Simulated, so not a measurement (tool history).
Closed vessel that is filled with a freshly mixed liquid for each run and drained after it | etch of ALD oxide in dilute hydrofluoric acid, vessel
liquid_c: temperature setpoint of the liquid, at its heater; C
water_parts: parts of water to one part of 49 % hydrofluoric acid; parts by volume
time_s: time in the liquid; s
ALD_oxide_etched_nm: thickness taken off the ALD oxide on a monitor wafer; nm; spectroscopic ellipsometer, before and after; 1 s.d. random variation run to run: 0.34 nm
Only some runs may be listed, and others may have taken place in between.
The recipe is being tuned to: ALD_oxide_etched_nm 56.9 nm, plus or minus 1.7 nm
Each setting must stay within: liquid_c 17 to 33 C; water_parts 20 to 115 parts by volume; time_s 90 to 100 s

| run | hour | liquid_c | water_parts | time_s | ALD_oxide_etched_nm |
|---|---|---|---|---|---|
| 1 | 0 | 25 | 65 | 90 | 28.345 |
| 2 | 5 | 27 | 60 | 90 | 33.159 |
| 3 | 12.1 | 28.5 | 55 | 90 | 38.753 |
| 4 | 15.1 | 28.5 | 70 | 90 | 29.949 |
| 5 | 21.4 | 30 | 60 | 90 | 37.301 |
| 6 | 30.2 | 27 | 60 | 90 | 33.142 |
| 7 | 38.1 | 28.5 | 55 | 90 | 39.133 |
| 8 | 44.7 | 30 | 50 | 90 | 46.108 |
| 9 | 45.4 | 30 | 50 | 90 | 45.591 |
| 10 | 48.5 | 31 | 50 | 90 | 47.549 |
| 11 | 52.1 | 31.5 | 50 | 90 | 48.809 |

Exactly one of the 4 candidate moves below puts every result within its allowed miss. Which one?
| A | 55.7 | 33 | 45 | 100 | ? |
| B | 55.7 | 32 | 60 | 90 | ? |
| C | 55.7 | 30 | 45 | 100 | ? |
| D | 55.7 | 31 | 40 | 90 | ? |

| move | ALD_oxide_etched_nm |
|---|---|
| A | 63.462 |
| B | 40.231 |
| C | 56.46 |
| D | 59.932 |
A: pushes the last run's worst result past its target
B: further off than the last run
C: all results in spec
D: pushes the last run's worst result past its target
Correct choice: C, which meets every target
